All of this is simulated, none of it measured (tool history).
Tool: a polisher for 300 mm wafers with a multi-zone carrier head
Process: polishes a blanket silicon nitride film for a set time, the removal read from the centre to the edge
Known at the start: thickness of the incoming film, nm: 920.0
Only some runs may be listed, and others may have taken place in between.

run  hour  flow of slurry (ml/min)  pressure of the head's centre zone  pressure of the head's middle zone  pressure of the head's edge zone  polishing time (s)  film removed at the wafer's centre (angstrom)  film removed at mid-radius (angstrom)  film removed at the wafer's edge (angstrom)
  1     0                      135                                   1                                   1                                 1                  31                                         435.63                                 435.66                                       430.52
  2   3.7                      135                                1.04                                   1                                 1                  31                                          460.6                                 445.15                                       439.47
  3  11.8                      135                                1.04                                   1                              0.97                  31                                         452.51                                 441.25                                       422.08
  4  16.9                      125                                0.98                                0.99                              0.94                  28                                          384.1                                 399.98                                       377.03
  5  17.7                      115                                0.94                                0.98                              0.93                  25                                         320.01                                 349.53                                       328.31
  6  24.8                      110                                0.91                                0.97                              0.91                  24                                         289.24                                 330.05                                        315.2
  7  29.2                      105                                 0.9                                0.97                              0.89                  23                                         276.66                                    311                                       295.02
  8    34                      100                                0.88                                0.97                              0.87                  23                                          269.1                                 314.13                                        290.3
  9  41.7                       95                                0.86                                0.96                              0.86                  22                                          249.8                                 296.38                                       280.41
 10  48.9                       95                                0.85                                0.96                              0.85                  22                                         245.26                                 292.15                                       277.04
 11  50.6                       95                                0.85                                0.96                              0.84                  22                                         244.99                                  288.3                                       269.78
 12  53.1                       95                                0.84                                0.96                              0.83                  22                                         243.69                                 292.73                                       272.09
 13  59.5                       95                                0.84                                0.96                              0.82                  22                                         243.02                                 294.85                                       273.71

Expected results for the next run?
 14  64.3                       90                                0.84                                0.96                              0.82                  22                                              ?                                      ?                                            ?

Run 14 yielded film removed at the wafer's centre (angstrom) 241.06, film removed at mid-radius (angstrom) 294.37, film removed at the wafer's edge (angstrom) 267.71.
